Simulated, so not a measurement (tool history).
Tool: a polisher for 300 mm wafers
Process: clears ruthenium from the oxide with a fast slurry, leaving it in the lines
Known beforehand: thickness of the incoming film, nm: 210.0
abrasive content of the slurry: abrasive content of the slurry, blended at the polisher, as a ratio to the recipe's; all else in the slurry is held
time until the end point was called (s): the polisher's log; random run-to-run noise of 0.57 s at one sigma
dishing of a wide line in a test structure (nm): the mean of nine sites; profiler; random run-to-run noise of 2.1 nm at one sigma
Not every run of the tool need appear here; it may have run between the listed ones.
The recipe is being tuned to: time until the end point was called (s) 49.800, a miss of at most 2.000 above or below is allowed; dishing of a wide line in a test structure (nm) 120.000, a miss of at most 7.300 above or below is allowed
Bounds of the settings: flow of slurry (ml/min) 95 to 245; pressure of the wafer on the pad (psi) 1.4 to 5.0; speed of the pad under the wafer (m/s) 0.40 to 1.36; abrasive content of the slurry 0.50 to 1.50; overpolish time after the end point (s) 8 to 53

| run | hour | flow of slurry (ml/min) | pressure of the wafer on the pad (psi) | speed of the pad under the wafer (m/s) | abrasive content of the slurry | overpolish time after the end point (s) | time until the end point was called (s) | dishing of a wide line in a test structure (nm) |
|---|---|---|---|---|---|---|---|---|
| 1 | 0.0 | 155 | 3.2 | 0.88 | 1.00 | 27 | 65.418 | 63.871 |
| 2 | 8.0 | 155 | 3.2 | 0.88 | 0.80 | 27 | 71.574 | 57.956 |
| 3 | 16.4 | 155 | 3.2 | 0.88 | 0.80 | 19 | 71.481 | 43.554 |
| 4 | 18.5 | 155 | 3.2 | 0.80 | 0.80 | 19 | 78.911 | 41.290 |
| 5 | 21.9 | 155 | 3.5 | 0.80 | 0.85 | 24 | 72.492 | 52.716 |
| 6 | 22.7 | 155 | 4.2 | 0.80 | 0.85 | 24 | 61.638 | 59.635 |
|  | 30.8 | head pressure recalibrated |
| 7 | 30.8 | 150 | 4.3 | 0.82 | 0.85 | 28 | 56.182 | 73.869 |
| 8 | 33.4 | 150 | 4.3 | 0.82 | 0.85 | 31 | 56.405 | 79.509 |
| 9 | 41.4 | 150 | 4.3 | 0.82 | 0.85 | 31 | 57.493 | 77.820 |
| 10 | 49.8 | 150 | 4.4 | 0.82 | 0.85 | 34 | 55.737 | 86.915 |
| 11 | 56.1 | 150 | 4.5 | 0.82 | 0.85 | 36 | 53.945 | 90.644 |

Which of these 4 next moves meets every target?
| A | 62.4 | 160 | 5.0 | 0.92 | 0.65 | 25 | ? | ? |
| B | 62.4 | 175 | 4.9 | 0.96 | 0.65 | 47 | ? | ? |
| C | 62.4 | 175 | 4.7 | 0.88 | 0.75 | 22 | ? | ? |
| D | 62.4 | 145 | 4.6 | 0.68 | 0.90 | 24 | ? | ? |

| move | time until the end point was called (s) | dishing of a wide line in a test structure (nm) |
|---|---|---|
| A | 50.867 | 72.300 |
| B | 49.084 | 118.240 |
| C | 50.591 | 65.402 |
| D | 60.309 | 60.725 |
A: lands further from the targets than the last run did
B: each result inside its tolerance
C: lands further from the targets than the last run did
D: lands further from the targets than the last run did
Move B is the one to make.

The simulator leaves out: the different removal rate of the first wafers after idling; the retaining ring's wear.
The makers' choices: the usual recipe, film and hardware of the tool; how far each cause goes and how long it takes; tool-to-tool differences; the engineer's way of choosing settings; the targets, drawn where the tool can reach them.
